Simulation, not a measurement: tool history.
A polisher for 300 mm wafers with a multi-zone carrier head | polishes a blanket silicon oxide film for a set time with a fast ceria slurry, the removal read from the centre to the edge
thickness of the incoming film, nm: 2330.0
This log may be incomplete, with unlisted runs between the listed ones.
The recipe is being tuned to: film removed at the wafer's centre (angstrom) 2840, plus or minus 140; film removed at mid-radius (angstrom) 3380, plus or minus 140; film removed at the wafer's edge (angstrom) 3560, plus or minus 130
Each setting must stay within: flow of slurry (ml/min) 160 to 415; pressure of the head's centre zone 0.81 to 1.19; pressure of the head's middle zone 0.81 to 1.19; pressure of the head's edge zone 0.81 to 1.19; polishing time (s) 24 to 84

run	hour	flow of slurry (ml/min)	pressure of the head's centre zone	pressure of the head's middle zone	pressure of the head's edge zone	polishing time (s)	film removed at the wafer's centre (angstrom)	film removed at mid-radius (angstrom)	film removed at the wafer's edge (angstrom)
1	0	265	1	1	1	54	4561	4570.3	4580.3
2	8.6	265	1	1	1	40	3268.2	3423.3	3389.2
3	11.2	260	0.96	1	1.02	40	3145.5	3307.6	3432.1
4	17.6	310	0.96	1	1.02	40	3216.4	3441.8	3382.3
5	24.7	310	0.92	1	1.02	40	3072.1	3442.5	3474.6
6	31.1	310	0.92	1	0.98	40	3104.3	3379.6	3381.2
7	35.3	300	0.9	1.01	0.99	40	3038.1	3452.2	3436.7
8	38.4	295	0.88	1.01	1	40	2874.9	3487.3	3408
9	39.6	290	0.88	1	1.01	40	3000.6	3385	3437.6

Of the 4 settings listed for the next run, only one would bring every result within its allowed miss of target. Which one?
A	40.8	315	0.86	1.03	0.93	40	?	?	?
B	40.8	220	0.96	0.99	0.95	41	?	?	?
C	40.8	365	0.82	0.97	1.07	40	?	?	?
D	40.8	280	0.85	0.96	0.84	41	?	?	?

move	film removed at the wafer's centre (angstrom)	film removed at mid-radius (angstrom)	film removed at the wafer's edge (angstrom)
A	2915.7	3559	3344.7
B	3178.9	3388.9	3349.9
C	2819.4	3453.9	3618.7
D	2911.8	3424.3	3244.5
A: the worst result of the last run now meets its target, but another is out of spec
B: misses by more than the last run did
C: every result lands within tolerance
D: the worst result of the last run now meets its target, but another is out of spec
Correct choice: C, which meets every target
